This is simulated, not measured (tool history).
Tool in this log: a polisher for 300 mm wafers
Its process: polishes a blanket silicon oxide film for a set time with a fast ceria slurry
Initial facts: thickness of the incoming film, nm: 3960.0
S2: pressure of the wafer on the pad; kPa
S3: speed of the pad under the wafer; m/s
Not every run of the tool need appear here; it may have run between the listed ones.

Run 1, day 0.000: flow of slurry (ml/min) 320, S2 23.4 kPa, S3 1.02 m/s, polishing time (s) 93. Result: film removed (angstrom) 20121.0.
Run 2, day 0.142: flow of slurry (ml/min) 320, S2 26.9 kPa, S3 1.02 m/s, polishing time (s) 93. Result: film removed (angstrom) 22527.0.
Run 3, day 0.408: flow of slurry (ml/min) 320, S2 26.9 kPa, S3 1.02 m/s, polishing time (s) 98. Result: film removed (angstrom) 24246.0.
Run 4, day 0.617: flow of slurry (ml/min) 315, S2 22.1 kPa, S3 0.84 m/s, polishing time (s) 96. Result: film removed (angstrom) 16436.0.
Run 5, day 0.725: flow of slurry (ml/min) 245, S2 22.1 kPa, S3 0.84 m/s, polishing time (s) 96. Result: film removed (angstrom) 15999.0.
Run 6, day 0.754: flow of slurry (ml/min) 245, S2 18.6 kPa, S3 0.74 m/s, polishing time (s) 96. Result: film removed (angstrom) 12284.0.

For run 7, what comes out?
Run 7, day 0.808: flow of slurry (ml/min) 245, S2 15.9 kPa, S3 0.68 m/s, polishing time (s) 96. Result: film removed (angstrom) ?.

film removed (angstrom): 9886.1
